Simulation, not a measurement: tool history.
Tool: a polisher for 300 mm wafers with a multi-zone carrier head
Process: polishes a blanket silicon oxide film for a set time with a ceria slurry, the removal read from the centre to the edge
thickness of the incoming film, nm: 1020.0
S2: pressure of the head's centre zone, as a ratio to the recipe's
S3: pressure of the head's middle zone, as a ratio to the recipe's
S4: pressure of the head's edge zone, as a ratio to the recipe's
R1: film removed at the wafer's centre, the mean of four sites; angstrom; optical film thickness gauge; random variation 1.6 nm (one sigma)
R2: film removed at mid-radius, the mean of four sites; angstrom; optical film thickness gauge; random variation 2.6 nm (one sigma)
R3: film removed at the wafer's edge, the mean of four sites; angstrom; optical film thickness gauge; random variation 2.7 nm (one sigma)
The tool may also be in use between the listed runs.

Run 1, hour 0: flow of slurry (ml/min) 210, S2 1, S3 1, S4 1, polishing time (s) 55. Result: R1 2411 angstrom, R2 2419 angstrom, R3 2342.7 angstrom.
Run 2, hour 1.9: flow of slurry (ml/min) 205, S2 0.99, S3 1, S4 1.01, polishing time (s) 55. Result: R1 2392.9 angstrom, R2 2431.4 angstrom, R3 2339.4 angstrom.
Run 3, hour 3.9: flow of slurry (ml/min) 200, S2 0.98, S3 1, S4 1.02, polishing time (s) 55. Result: R1 2414.1 angstrom, R2 2428.2 angstrom, R3 2348 angstrom.
Run 4, hour 12.7: flow of slurry (ml/min) 200, S2 0.93, S3 1, S4 1.02, polishing time (s) 55. Result: R1 2275.1 angstrom, R2 2393.9 angstrom, R3 2290.5 angstrom.
Run 5, hour 19.8: flow of slurry (ml/min) 200, S2 0.93, S3 1, S4 1.02, polishing time (s) 64. Result: R1 2676 angstrom, R2 2755.9 angstrom, R3 2722.1 angstrom.
Run 6, hour 25.8: flow of slurry (ml/min) 200, S2 0.93, S3 1, S4 1.11, polishing time (s) 64. Result: R1 2690.8 angstrom, R2 2869.9 angstrom, R3 2874.8 angstrom.
Run 7, hour 28.6: flow of slurry (ml/min) 195, S2 0.91, S3 1, S4 1.1, polishing time (s) 63. Result: R1 2560.1 angstrom, R2 2792.6 angstrom, R3 2814 angstrom.
Run 8, hour 31.9: flow of slurry (ml/min) 190, S2 0.9, S3 1, S4 1.08, polishing time (s) 63. Result: R1 2514.4 angstrom, R2 2723.4 angstrom, R3 2710.5 angstrom.
Run 9, hour 38.2: flow of slurry (ml/min) 185, S2 0.89, S3 1, S4 1.07, polishing time (s) 63. Result: R1 2494 angstrom, R2 2742.7 angstrom, R3 2700.2 angstrom.
Run 10, hour 42.9: flow of slurry (ml/min) 180, S2 0.88, S3 0.99, S4 1.06, polishing time (s) 63. Result: R1 2439.2 angstrom, R2 2731.5 angstrom, R3 2666.7 angstrom.
Run 11, hour 50.9: flow of slurry (ml/min) 180, S2 0.87, S3 0.97, S4 1.05, polishing time (s) 63. Result: R1 2474 angstrom, R2 2655.5 angstrom, R3 2677.9 angstrom.
Run 12, hour 59.3: flow of slurry (ml/min) 175, S2 0.86, S3 0.97, S4 1.04, polishing time (s) 63. Result: R1 2376.7 angstrom, R2 2684.4 angstrom, R3 2710.4 angstrom.
Run 13, hour 61.1: flow of slurry (ml/min) 175, S2 0.86, S3 0.97, S4 1.04, polishing time (s) 63. Result: R1 2404.8 angstrom, R2 2642.4 angstrom, R3 2633.9 angstrom.
Run 14, hour 63.4: flow of slurry (ml/min) 170, S2 0.85, S3 0.97, S4 1.03, polishing time (s) 63. Result: R1 2318.4 angstrom, R2 2702.1 angstrom, R3 2682.9 angstrom.
Run 15, hour 71.3: flow of slurry (ml/min) 175, S2 0.85, S3 0.97, S4 1.02, polishing time (s) 62. Result: R1 2322.2 angstrom, R2 2626.3 angstrom, R3 2577.5 angstrom.
Run 16, hour 74.6: flow of slurry (ml/min) 175, S2 0.85, S3 0.96, S4 1.01, polishing time (s) 62. Result: R1 2376.7 angstrom, R2 2574.7 angstrom, R3 2600.1 angstrom.
Run 17, hour 80.2: flow of slurry (ml/min) 170, S2 0.85, S3 0.96, S4 1, polishing time (s) 62. Result: R1 2315.1 angstrom, R2 2610.1 angstrom, R3 2562.2 angstrom.
Run 18, hour 87.4: flow of slurry (ml/min) 170, S2 0.85, S3 0.95, S4 0.99, polishing time (s) 62. Result: R1 2326.5 angstrom, R2 2562.4 angstrom, R3 2593.1 angstrom.
At hour 91.7: edge zone pressure recalibrated.
Run 19, hour 91.7: flow of slurry (ml/min) 170, S2 0.85, S3 0.95, S4 0.98, polishing time (s) 62. Result: R1 2307.8 angstrom, R2 2530.8 angstrom, R3 2579.6 angstrom.

Run 20 comes next. What will it give?
Run 20, hour 96.8: flow of slurry (ml/min) 170, S2 0.85, S3 0.95, S4 0.97, polishing time (s) 62. Result: R1 ?, R2 ?, R3 ?.

R1: 2325.1 angstrom
R2: 2536.3 angstrom
R3: 2664.6 angstrom
